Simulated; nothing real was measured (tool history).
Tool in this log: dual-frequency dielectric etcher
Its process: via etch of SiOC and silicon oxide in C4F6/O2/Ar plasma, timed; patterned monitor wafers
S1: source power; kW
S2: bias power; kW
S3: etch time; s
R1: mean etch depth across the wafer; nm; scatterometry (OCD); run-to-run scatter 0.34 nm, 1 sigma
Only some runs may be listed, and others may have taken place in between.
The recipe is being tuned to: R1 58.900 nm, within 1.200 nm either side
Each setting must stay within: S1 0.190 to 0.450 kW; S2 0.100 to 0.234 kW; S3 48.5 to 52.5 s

{"run": 1, "hour": 0.0, "S1": 0.32, "S2": 0.167, "S3": 52.5, "R1": 52.625}
{"run": 2, "hour": 6.1, "S1": 0.34, "S2": 0.169, "S3": 52.5, "R1": 53.463}
{"run": 3, "hour": 10.7, "S1": 0.34, "S2": 0.169, "S3": 52.5, "R1": 53.372}
{"run": 4, "hour": 18.9, "S1": 0.34, "S2": 0.169, "S3": 48.5, "R1": 49.36}
{"run": 5, "hour": 24.3, "S1": 0.34, "S2": 0.192, "S3": 48.5, "R1": 51.98}
{"run": 6, "hour": 26.0, "S1": 0.36, "S2": 0.198, "S3": 48.5, "R1": 53.502}
{"hour": 29.9, "done": "source power generator calibrated"}
{"run": 7, "hour": 29.9, "S1": 0.37, "S2": 0.202, "S3": 48.5, "R1": 54.79}
{"run": 8, "hour": 33.6, "S1": 0.38, "S2": 0.204, "S3": 48.5, "R1": 55.039}
{"run": 9, "hour": 34.9, "S1": 0.39, "S2": 0.206, "S3": 48.5, "R1": 55.971}
{"run": 10, "hour": 37.1, "S1": 0.4, "S2": 0.207, "S3": 48.5, "R1": 56.317}

Which single option among these 4 for the next run brings every result within its allowed miss of target? Just one does.
{"run": "A", "hour": 39.3, "S1": 0.37, "S2": 0.209, "S3": 48.5, "R1": "?"}
{"run": "B", "hour": 39.3, "S1": 0.33, "S2": 0.234, "S3": 50.5, "R1": "?"}
{"run": "C", "hour": 39.3, "S1": 0.41, "S2": 0.183, "S3": 52.0, "R1": "?"}
{"run": "D", "hour": 39.3, "S1": 0.4, "S2": 0.187, "S3": 48.5, "R1": "?"}

move=A R1=55.282
move=B R1=57.066
move=C R1=59.288
move=D R1=55.119
A: misses by more than the last run did
B: better than the last run, though not everything is in spec
C: every result within its allowed miss
D: misses by more than the last run did
So the answer is move C, the one that meets all the targets.
